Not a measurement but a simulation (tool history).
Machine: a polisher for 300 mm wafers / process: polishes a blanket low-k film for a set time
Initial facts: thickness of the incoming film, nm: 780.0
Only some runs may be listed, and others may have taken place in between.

run,day,flow of slurry (ml/min),pressure of the wafer on the pad (psi),speed of the pad under the wafer (cm/s),abrasive content of the slurry,polishing time (s),film removed (Å)
1,0.000,185,1.5,104,1.0,23,86.450
2,0.308,185,1.5,86,1.0,23,74.609
3,0.492,185,1.6,86,1.0,23,78.596
4,0.538,185,1.7,86,1.0,23,82.834
5,0.842,215,1.7,86,1.0,23,85.306
6,1.038,200,1.7,86,1.0,23,83.152

What does the tool deliver on the next run?
7,1.162,200,1.7,86,1.0,23,?

film removed (Å): 86.002
